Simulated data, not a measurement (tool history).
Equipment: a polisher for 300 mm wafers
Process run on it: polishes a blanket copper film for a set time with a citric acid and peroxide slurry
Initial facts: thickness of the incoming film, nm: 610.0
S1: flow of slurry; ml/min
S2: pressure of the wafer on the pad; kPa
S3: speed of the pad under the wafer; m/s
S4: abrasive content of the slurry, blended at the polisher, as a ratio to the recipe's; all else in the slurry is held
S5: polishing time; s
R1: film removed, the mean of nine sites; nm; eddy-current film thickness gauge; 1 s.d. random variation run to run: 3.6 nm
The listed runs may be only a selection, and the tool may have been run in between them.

| run | hour | S1 | S2 | S3 | S4 | S5 | R1 |
|---|---|---|---|---|---|---|---|
| 1 | 0.0 | 235 | 26.9 | 1.20 | 1.0 | 90 | 248.25 |
| 2 | 8.5 | 235 | 28.3 | 1.20 | 1.0 | 90 | 253.58 |
| 3 | 9.6 | 235 | 29.6 | 1.20 | 1.0 | 90 | 265.30 |
| 4 | 15.0 | 235 | 29.6 | 1.06 | 1.0 | 90 | 236.23 |
| 5 | 21.7 | 210 | 29.6 | 1.06 | 1.0 | 90 | 231.67 |
| 6 | 24.4 | 215 | 31.0 | 1.06 | 1.0 | 90 | 241.81 |
| 7 | 25.5 | 220 | 32.4 | 1.06 | 1.0 | 90 | 252.96 |

Expected results for the next run?
| 8 | 27.5 | 225 | 33.8 | 1.06 | 1.0 | 90 | ? |

Run 8 came out at R1 261.91 nm.
